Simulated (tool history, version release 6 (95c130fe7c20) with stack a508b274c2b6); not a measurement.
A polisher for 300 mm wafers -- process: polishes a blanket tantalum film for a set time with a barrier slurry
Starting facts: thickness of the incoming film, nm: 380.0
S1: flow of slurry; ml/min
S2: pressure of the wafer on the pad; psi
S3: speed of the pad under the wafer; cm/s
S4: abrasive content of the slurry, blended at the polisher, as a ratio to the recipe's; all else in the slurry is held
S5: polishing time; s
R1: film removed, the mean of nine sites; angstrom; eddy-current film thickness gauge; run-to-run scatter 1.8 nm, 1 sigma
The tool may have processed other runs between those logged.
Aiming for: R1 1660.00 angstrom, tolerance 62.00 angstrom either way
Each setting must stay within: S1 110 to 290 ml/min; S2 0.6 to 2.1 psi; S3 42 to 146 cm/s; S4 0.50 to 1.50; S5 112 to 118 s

run	hour	S1	S2	S3	S4	S5	R1
1	0.0	185	1.3	94	1.00	112	977.47
2	5.2	185	1.3	94	1.10	112	991.72
3	6.8	185	1.3	94	1.10	118	1055.30
4	12.9	185	1.3	94	1.10	112	993.67
5	14.7	190	1.5	94	1.10	112	1119.00
6	19.7	190	1.7	94	1.10	112	1286.40
7	24.7	190	1.8	94	1.10	112	1363.90
8	25.9	190	1.9	94	1.10	112	1456.50
9	27.6	190	2.0	94	1.10	112	1539.50

Which one of the following 5 next-run settings gets every result inside its allowed miss? There is exactly one.
A	29.3	160	2.1	84	1.20	115	?
B	29.3	170	1.9	96	1.10	115	?
C	29.3	175	2.1	98	1.20	112	?
D	29.3	165	2.1	88	1.05	112	?
E	29.3	225	1.7	92	1.25	116	?

move	R1
A	1505.90
B	1505.70
C	1676.70
D	1493.00
E	1404.30
A: the biggest miss grows against the last run
B: the biggest miss grows against the last run
C: meets every target
D: the biggest miss grows against the last run
E: the biggest miss grows against the last run
So the answer is move C, the one that meets all the targets.
